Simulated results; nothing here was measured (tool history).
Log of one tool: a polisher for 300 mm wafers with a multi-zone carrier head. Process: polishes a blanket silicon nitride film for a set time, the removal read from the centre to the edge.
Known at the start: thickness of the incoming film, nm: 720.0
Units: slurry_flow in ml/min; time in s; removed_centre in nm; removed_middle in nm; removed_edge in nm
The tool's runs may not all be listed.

run  hour  slurry_flow  centre_zone  middle_zone  edge_zone  time  removed_centre  removed_middle  removed_edge
  1     0          300            1            1          1    45          82.816          78.969        72.487
  2   8.7          295         0.96         0.96       0.98    43          75.157          70.879        69.088
  3    17          295         0.96         0.89       0.98    43          75.893          68.498         69.29
  4  19.6          290         0.93          0.9       0.95    42            71.5          65.743        64.957
  5  21.2          285         0.91          0.9       0.95    42          68.855           67.37        67.198
  6  29.2          350         0.91          0.9       0.95    42          72.583          69.143        66.853
  7  30.9          330          0.9         0.89       0.94    42          68.248          66.245        66.739
  8  38.9          330          0.9         0.89       0.92    42          69.883          66.793        67.108

The next listed run, before its measurement:
  9  43.2          320         0.87          0.9       0.89    39               ?               ?             ?

Run 9 gave removed_centre 63.928 nm, removed_middle 60.57 nm, removed_edge 60.039 nm.
